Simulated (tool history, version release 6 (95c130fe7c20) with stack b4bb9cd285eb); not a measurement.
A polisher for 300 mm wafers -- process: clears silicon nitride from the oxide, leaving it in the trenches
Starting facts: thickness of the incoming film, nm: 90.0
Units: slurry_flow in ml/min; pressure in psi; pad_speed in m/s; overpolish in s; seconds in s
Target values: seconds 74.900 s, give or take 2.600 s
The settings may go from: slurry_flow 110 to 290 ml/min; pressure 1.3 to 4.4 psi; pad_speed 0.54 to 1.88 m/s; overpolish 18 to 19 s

run    day  slurry_flow  pressure  pad_speed  overpolish  seconds
  1  0.000          185       2.8       1.20          18   96.380
  2  0.138          190       2.9       1.20          18   92.535
  3  0.208          230       2.9       1.20          18   91.110
  4  0.275          230       2.9       1.32          18   81.568
  5  0.538          230       3.0       1.32          18   78.725
  6  0.833          230       3.6       1.32          18   65.755
  7  1.042          230       3.5       1.32          18   68.708
  8  1.188          230       3.4       1.32          18   70.445

Of the 4 settings listed for the next run, only one would bring every result within its allowed miss of target. Which one?
  A  1.333          235       3.4       1.46          18        ?
  B  1.333          210       3.3       1.14          19        ?
  C  1.333          210       3.0       1.26          19        ?
  D  1.333          265       3.4       1.22          18        ?

move  seconds
   A   63.675
   B   84.409
   C   84.045
   D   74.924
A: further off than the last run
B: takes the biggest miss from the last run beyond its target
C: takes the biggest miss from the last run beyond its target
D: all results land within tolerance of their targets
The right move is D.
